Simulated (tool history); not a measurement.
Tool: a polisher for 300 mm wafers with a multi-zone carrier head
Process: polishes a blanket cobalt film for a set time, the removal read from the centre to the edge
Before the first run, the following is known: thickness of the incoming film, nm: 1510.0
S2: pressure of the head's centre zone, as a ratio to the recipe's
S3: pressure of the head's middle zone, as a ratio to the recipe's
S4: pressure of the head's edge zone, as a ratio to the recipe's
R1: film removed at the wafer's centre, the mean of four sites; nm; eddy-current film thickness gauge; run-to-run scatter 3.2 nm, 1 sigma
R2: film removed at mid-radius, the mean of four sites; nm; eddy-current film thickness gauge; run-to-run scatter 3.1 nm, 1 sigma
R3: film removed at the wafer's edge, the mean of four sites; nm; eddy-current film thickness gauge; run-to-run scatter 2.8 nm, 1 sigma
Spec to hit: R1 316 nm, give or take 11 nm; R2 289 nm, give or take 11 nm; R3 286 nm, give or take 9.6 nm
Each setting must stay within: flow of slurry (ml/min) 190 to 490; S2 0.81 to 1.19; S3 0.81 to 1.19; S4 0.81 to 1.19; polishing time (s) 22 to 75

Run 1, hour 0: flow of slurry (ml/min) 315, S2 1, S3 1, S4 1, polishing time (s) 48. Result: R1 197.35 nm, R2 201.04 nm, R3 199.61 nm.
Run 2, hour 4.5: flow of slurry (ml/min) 320, S2 1.02, S3 1.01, S4 1.02, polishing time (s) 50. Result: R1 208.11 nm, R2 206.9 nm, R3 210.7 nm.
Run 3, hour 10: flow of slurry (ml/min) 320, S2 0.95, S3 1.01, S4 1.02, polishing time (s) 50. Result: R1 192.16 nm, R2 207.18 nm, R3 207.09 nm.
Run 4, hour 15.1: flow of slurry (ml/min) 320, S2 0.95, S3 1.07, S4 1.02, polishing time (s) 50. Result: R1 196.4 nm, R2 215.26 nm, R3 205.45 nm.
Run 5, hour 23.5: flow of slurry (ml/min) 325, S2 0.98, S3 1.08, S4 1.03, polishing time (s) 52. Result: R1 207.37 nm, R2 229.19 nm, R3 217.57 nm.
Run 6, hour 29.2: flow of slurry (ml/min) 325, S2 0.98, S3 1.08, S4 1.03, polishing time (s) 64. Result: R1 258.86 nm, R2 283.2 nm, R3 267.97 nm.
Run 7, hour 37.5: flow of slurry (ml/min) 330, S2 1, S3 1.08, S4 1.03, polishing time (s) 64. Result: R1 266.96 nm, R2 277.31 nm, R3 271.23 nm.
Run 8, hour 43: flow of slurry (ml/min) 365, S2 1.1, S3 1.15, S4 1.03, polishing time (s) 65. Result: R1 299.85 nm, R2 295.22 nm, R3 278.49 nm.
Run 9, hour 50: flow of slurry (ml/min) 365, S2 1.11, S3 1.15, S4 1.03, polishing time (s) 65. Result: R1 292.9 nm, R2 304.85 nm, R3 274.96 nm.
Run 10, hour 56.7: flow of slurry (ml/min) 365, S2 1.12, S3 1.14, S4 1.03, polishing time (s) 65. Result: R1 299.27 nm, R2 302.67 nm, R3 272.31 nm.
Run 11, hour 58.3: flow of slurry (ml/min) 370, S2 1.12, S3 1.12, S4 1.04, polishing time (s) 65. Result: R1 306.21 nm, R2 296.12 nm, R3 275.54 nm.
Run 12, hour 60.1: flow of slurry (ml/min) 370, S2 1.12, S3 1.11, S4 1.05, polishing time (s) 65. Result: R1 306.38 nm, R2 294.42 nm, R3 276.99 nm.
Run 13, hour 62.7: flow of slurry (ml/min) 370, S2 1.12, S3 1.1, S4 1.06, polishing time (s) 65. Result: R1 303.16 nm, R2 294.19 nm, R3 277.66 nm.
Run 14, hour 69.7: flow of slurry (ml/min) 370, S2 1.12, S3 1.1, S4 1.06, polishing time (s) 65. Result: R1 297.41 nm, R2 292.87 nm, R3 276.5 nm.

4 next moves are on the table. One of them brings every result within its allowed miss. Which?
Run A, hour 76.7: flow of slurry (ml/min) 390, S2 1.07, S3 1.1, S4 1.12, polishing time (s) 64. Result: R1 ?, R2 ?, R3 ?.
Run B, hour 76.7: flow of slurry (ml/min) 355, S2 1.12, S3 1.14, S4 0.98, polishing time (s) 64. Result: R1 ?, R2 ?, R3 ?.
Run C, hour 76.7: flow of slurry (ml/min) 415, S2 1.09, S3 1.15, S4 1.12, polishing time (s) 65. Result: R1 ?, R2 ?, R3 ?.
Run D, hour 76.7: flow of slurry (ml/min) 325, S2 1.12, S3 1.03, S4 1.03, polishing time (s) 68. Result: R1 ?, R2 ?, R3 ?.

move      R1      R2      R3
   A   285.5  290.34   281.5
   B  296.41  296.02  264.46
   C  297.07  306.55   286.8
   D  311.85  288.72   285.3
A: further off than the last run
B: further off than the last run
C: neither nearer nor further off than the last run
D: hits every target within its allowed miss
So the answer is move D, the one that meets all the targets.

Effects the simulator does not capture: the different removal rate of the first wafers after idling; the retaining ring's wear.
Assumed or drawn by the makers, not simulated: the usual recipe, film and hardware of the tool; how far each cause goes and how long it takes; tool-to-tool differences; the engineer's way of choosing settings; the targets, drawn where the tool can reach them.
